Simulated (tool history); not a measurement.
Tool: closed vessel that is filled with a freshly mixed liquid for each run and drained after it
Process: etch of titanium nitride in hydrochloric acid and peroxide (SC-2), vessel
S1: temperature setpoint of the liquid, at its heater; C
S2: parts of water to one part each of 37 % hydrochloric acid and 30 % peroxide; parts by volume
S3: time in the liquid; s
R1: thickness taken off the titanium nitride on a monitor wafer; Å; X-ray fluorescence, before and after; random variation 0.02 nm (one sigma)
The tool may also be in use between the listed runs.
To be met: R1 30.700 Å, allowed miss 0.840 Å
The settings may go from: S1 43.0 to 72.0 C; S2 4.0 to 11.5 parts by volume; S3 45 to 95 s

run,day,S1,S2,S3,R1
1,0.000,59.0,6.5,95,50.515
2,0.362,56.5,6.5,95,43.041
3,0.733,56.5,5.0,95,51.455
4,0.754,56.5,4.0,95,60.977
# day 0.817: thermometer replaced
5,0.817,54.0,4.0,95,55.970
6,0.938,50.5,4.0,95,43.814
7,1.188,48.5,4.0,95,38.540
8,1.546,47.5,4.0,95,36.070
9,1.579,46.5,4.0,95,33.573
10,1.917,46.0,4.0,95,32.258
11,1.988,45.5,4.0,95,31.770

Which of these 4 next moves meets every target?
A,2.058,45.0,4.0,95,?
B,2.058,47.5,4.5,95,?
C,2.058,54.0,8.0,95,?
D,2.058,46.0,4.0,95,?

move,R1
A,30.448
B,33.335
C,33.357
D,32.610
A: meets every target
B: further off than the last run
C: further off than the last run
D: further off than the last run
Answer: A

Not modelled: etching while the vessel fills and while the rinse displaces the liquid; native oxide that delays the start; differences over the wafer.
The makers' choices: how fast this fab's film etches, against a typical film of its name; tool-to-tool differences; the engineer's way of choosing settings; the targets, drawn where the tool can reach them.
